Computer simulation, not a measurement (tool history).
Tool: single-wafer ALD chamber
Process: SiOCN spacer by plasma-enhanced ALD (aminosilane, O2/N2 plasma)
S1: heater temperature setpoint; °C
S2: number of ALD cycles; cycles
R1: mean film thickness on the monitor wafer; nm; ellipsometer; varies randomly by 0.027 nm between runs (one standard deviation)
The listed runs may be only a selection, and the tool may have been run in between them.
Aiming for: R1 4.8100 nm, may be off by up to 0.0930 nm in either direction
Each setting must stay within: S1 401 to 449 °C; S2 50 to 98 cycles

{"run": 1, "hour": 0.0, "S1": 425, "S2": 74, "R1": 4.3142}
{"run": 2, "hour": 3.8, "S1": 425, "S2": 63, "R1": 3.6584}
{"run": 3, "hour": 8.9, "S1": 423, "S2": 65, "R1": 3.8066}
{"run": 4, "hour": 14.4, "S1": 428, "S2": 65, "R1": 3.7009}
{"run": 5, "hour": 20.6, "S1": 426, "S2": 66, "R1": 3.7962}
{"run": 6, "hour": 25.1, "S1": 424, "S2": 67, "R1": 3.9161}
{"run": 7, "hour": 34.0, "S1": 424, "S2": 67, "R1": 3.9338}
{"run": 8, "hour": 39.5, "S1": 422, "S2": 68, "R1": 3.9922}
{"run": 9, "hour": 44.8, "S1": 420, "S2": 69, "R1": 4.0275}
{"run": 10, "hour": 53.0, "S1": 420, "S2": 70, "R1": 4.1506}

Which of these 4 next moves meets every target?
{"run": "A", "hour": 61.2, "S1": 412, "S2": 79, "R1": "?"}
{"run": "B", "hour": 61.2, "S1": 420, "S2": 78, "R1": "?"}
{"run": "C", "hour": 61.2, "S1": 414, "S2": 84, "R1": "?"}
{"run": "D", "hour": 61.2, "S1": 417, "S2": 62, "R1": "?"}

move=A R1=4.8127
move=B R1=4.6188
move=C R1=5.0815
move=D R1=3.7110
A: each result inside its tolerance
B: closes in on the targets versus the last run, not all within tolerance yet
C: takes the result that was furthest off past its target
D: further off than the last run
A meets every target.

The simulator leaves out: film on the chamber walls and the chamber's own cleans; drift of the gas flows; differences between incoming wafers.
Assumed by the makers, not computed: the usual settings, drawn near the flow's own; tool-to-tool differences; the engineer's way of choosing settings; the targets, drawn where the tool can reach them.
